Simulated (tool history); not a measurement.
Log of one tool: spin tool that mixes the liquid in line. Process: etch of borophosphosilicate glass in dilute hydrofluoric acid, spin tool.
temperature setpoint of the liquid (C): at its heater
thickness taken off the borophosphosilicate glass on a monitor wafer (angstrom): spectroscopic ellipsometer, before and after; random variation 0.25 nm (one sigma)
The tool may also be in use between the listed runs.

run  hour  temperature setpoint of the liquid (C)  parts of water to one part of 49 % hydrofluoric acid (parts by volume)  time under the liquid (s)  thickness taken off the borophosphosilicate glass on a monitor wafer (angstrom)
  1     0                                      24                                                                     245                         95                                                                            139.8
  2   1.3                                      24                                                                     245                        105                                                                           155.37
  3   5.6                                      24                                                                     325                        105                                                                           109.31
  4  11.1                                    22.5                                                                     325                        105                                                                           104.63
  5  11.6                                    23.5                                                                     300                        105                                                                           120.22
  6    15                                    23.5                                                                     355                        105                                                                           94.471

Run 7 comes next. What will it give?
  7  21.8                                    24.5                                                                     330                        105                                                                                ?

Run 7 gave thickness taken off the borophosphosilicate glass on a monitor wafer (angstrom) 109.21.
